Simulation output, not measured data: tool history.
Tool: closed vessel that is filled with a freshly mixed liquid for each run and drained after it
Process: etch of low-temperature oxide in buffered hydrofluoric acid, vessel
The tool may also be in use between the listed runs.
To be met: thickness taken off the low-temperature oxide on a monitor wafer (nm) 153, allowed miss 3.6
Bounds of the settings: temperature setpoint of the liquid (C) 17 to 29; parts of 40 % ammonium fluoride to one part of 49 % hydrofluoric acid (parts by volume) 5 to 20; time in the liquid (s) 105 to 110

| run | hour | temperature setpoint of the liquid (C) | parts of 40 % ammonium fluoride to one part of 49 % hydrofluoric acid (parts by volume) | time in the liquid (s) | thickness taken off the low-temperature oxide on a monitor wafer (nm) |
|---|---|---|---|---|---|
| 1 | 0 | 21 | 12 | 105 | 192.64 |
| 2 | 0.9 | 19.5 | 12 | 105 | 176.13 |
| 3 | 8.3 | 19.5 | 10 | 105 | 211.07 |
| 4 | 13.8 | 18.5 | 10.5 | 105 | 192.17 |
| 5 | 18.7 | 21 | 10.5 | 105 | 220.8 |
| 6 | 25.2 | 21 | 7.5 | 105 | 301.1 |
| 7 | 28.1 | 19.5 | 9 | 105 | 226.63 |
| 8 | 30.7 | 18.5 | 10 | 105 | 199.38 |
| 9 | 34.7 | 18 | 10.5 | 105 | 185.65 |
| 10 | 36.1 | 17.5 | 11 | 105 | 172.84 |
| 11 | 43.1 | 17.5 | 11.5 | 105 | 166.19 |

5 next moves are on the table. One of them brings every result within its allowed miss. Which?
| A | 50.1 | 17.5 | 11 | 110 | ? |
| B | 50.1 | 21.5 | 14 | 105 | ? |
| C | 50.1 | 17.5 | 11.5 | 110 | ? |
| D | 50.1 | 17 | 12 | 105 | ? |
| E | 50.1 | 17 | 10.5 | 105 | ? |

| move | thickness taken off the low-temperature oxide on a monitor wafer (nm) |
|---|---|
| A | 179.54 |
| B | 169.46 |
| C | 171.91 |
| D | 152.98 |
| E | 174.3 |
A: further off than the last run
B: further off than the last run
C: further off than the last run
D: meets every target
E: further off than the last run
The right move is D.
